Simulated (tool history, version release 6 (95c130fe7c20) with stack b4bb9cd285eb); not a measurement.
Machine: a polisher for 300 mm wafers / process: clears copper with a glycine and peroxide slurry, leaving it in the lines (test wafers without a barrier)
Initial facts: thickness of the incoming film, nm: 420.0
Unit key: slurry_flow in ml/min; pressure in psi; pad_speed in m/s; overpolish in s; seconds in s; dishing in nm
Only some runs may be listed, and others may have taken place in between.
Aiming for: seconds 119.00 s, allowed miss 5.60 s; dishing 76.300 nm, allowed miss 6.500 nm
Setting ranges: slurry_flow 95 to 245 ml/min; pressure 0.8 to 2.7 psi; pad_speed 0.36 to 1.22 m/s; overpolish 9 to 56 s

run	hour	slurry_flow	pressure	pad_speed	overpolish	seconds	dishing
1	0.0	155	1.7	0.78	29	145.67	56.299
2	2.7	155	1.8	0.78	30	142.66	59.341
3	4.4	155	1.8	0.78	20	141.09	40.921
4	13.5	155	1.4	0.78	20	172.28	34.017
5	22.0	155	1.6	0.78	24	152.03	43.760
6	27.7	155	1.8	0.78	26	141.59	51.844
7	32.8	155	1.8	0.78	26	139.85	52.315
8	37.8	155	1.9	0.78	28	135.21	55.399
9	42.4	155	2.0	0.78	30	127.68	59.600
10	45.2	155	2.0	0.78	32	127.71	61.622

Consider the 4 candidate settings below. Which is the only one whose results all fall within their allowed miss of target?
A	48.0	170	1.9	0.94	53	?	?
B	48.0	140	2.2	0.92	33	?	?
C	48.0	130	1.9	0.72	46	?	?
D	48.0	170	1.9	0.90	37	?	?

move	seconds	dishing
A	118.32	94.484
B	110.50	74.135
C	149.12	76.042
D	122.22	73.970
A: takes the biggest miss from the last run beyond its target
B: corrects the largest miss of the last run, while another result sits out of spec
C: corrects the largest miss of the last run, while another result sits out of spec
D: meets every target
D is the move that brings every result within its allowed miss.

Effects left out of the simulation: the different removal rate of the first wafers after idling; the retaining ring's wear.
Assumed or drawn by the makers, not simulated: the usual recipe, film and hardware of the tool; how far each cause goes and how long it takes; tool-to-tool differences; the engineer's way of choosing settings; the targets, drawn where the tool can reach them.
